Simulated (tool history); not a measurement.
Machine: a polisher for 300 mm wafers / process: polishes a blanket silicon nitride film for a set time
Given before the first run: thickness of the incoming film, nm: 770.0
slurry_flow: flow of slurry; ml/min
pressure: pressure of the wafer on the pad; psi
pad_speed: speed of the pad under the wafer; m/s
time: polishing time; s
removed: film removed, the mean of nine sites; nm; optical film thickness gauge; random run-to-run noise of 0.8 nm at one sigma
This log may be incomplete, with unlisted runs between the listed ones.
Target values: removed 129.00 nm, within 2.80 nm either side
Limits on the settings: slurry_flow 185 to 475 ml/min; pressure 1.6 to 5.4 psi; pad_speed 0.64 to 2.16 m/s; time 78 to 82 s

{"run": 1, "hour": 0.0, "slurry_flow": 305, "pressure": 3.5, "pad_speed": 1.4, "time": 78, "removed": 187.3}
{"run": 2, "hour": 6.8, "slurry_flow": 305, "pressure": 3.4, "pad_speed": 1.4, "time": 78, "removed": 183.37}
{"run": 3, "hour": 12.9, "slurry_flow": 305, "pressure": 3.3, "pad_speed": 1.4, "time": 78, "removed": 177.28}
{"run": 4, "hour": 14.6, "slurry_flow": 305, "pressure": 3.2, "pad_speed": 1.4, "time": 78, "removed": 173.2}
{"run": 5, "hour": 22.7, "slurry_flow": 270, "pressure": 3.2, "pad_speed": 1.4, "time": 78, "removed": 170.79}
{"run": 6, "hour": 28.3, "slurry_flow": 270, "pressure": 3.8, "pad_speed": 1.4, "time": 78, "removed": 199.03}
{"run": 7, "hour": 29.2, "slurry_flow": 265, "pressure": 3.6, "pad_speed": 1.4, "time": 78, "removed": 189.29}
{"run": 8, "hour": 37.7, "slurry_flow": 260, "pressure": 3.4, "pad_speed": 1.4, "time": 78, "removed": 180.97}
{"run": 9, "hour": 46.0, "slurry_flow": 260, "pressure": 3.2, "pad_speed": 1.4, "time": 78, "removed": 169.32}
{"run": 10, "hour": 48.8, "slurry_flow": 255, "pressure": 3.1, "pad_speed": 1.4, "time": 78, "removed": 167.17}
{"run": 11, "hour": 54.0, "slurry_flow": 255, "pressure": 3.0, "pad_speed": 1.4, "time": 78, "removed": 163.32}
{"run": 12, "hour": 58.2, "slurry_flow": 255, "pressure": 2.9, "pad_speed": 1.4, "time": 78, "removed": 157.1}
{"run": 13, "hour": 62.0, "slurry_flow": 245, "pressure": 2.1, "pad_speed": 1.4, "time": 78, "removed": 120.33}
{"run": 14, "hour": 69.2, "slurry_flow": 250, "pressure": 2.2, "pad_speed": 1.4, "time": 78, "removed": 125.42}

4 next moves are on the table. One of them brings every result within its allowed miss. Which?
{"run": "A", "hour": 76.4, "slurry_flow": 225, "pressure": 2.1, "pad_speed": 1.4, "time": 78, "removed": "?"}
{"run": "B", "hour": 76.4, "slurry_flow": 240, "pressure": 2.4, "pad_speed": 1.2, "time": 82, "removed": "?"}
{"run": "C", "hour": 76.4, "slurry_flow": 255, "pressure": 2.4, "pad_speed": 1.24, "time": 78, "removed": "?"}
{"run": "D", "hour": 76.4, "slurry_flow": 240, "pressure": 3.0, "pad_speed": 1.06, "time": 79, "removed": "?"}

move=A removed=118.28
move=B removed=123.30
move=C removed=121.31
move=D removed=129.25
A: lands further from the targets than the last run did
B: lands further from the targets than the last run did
C: lands further from the targets than the last run did
D: meets every target
The move that meets every target is D.

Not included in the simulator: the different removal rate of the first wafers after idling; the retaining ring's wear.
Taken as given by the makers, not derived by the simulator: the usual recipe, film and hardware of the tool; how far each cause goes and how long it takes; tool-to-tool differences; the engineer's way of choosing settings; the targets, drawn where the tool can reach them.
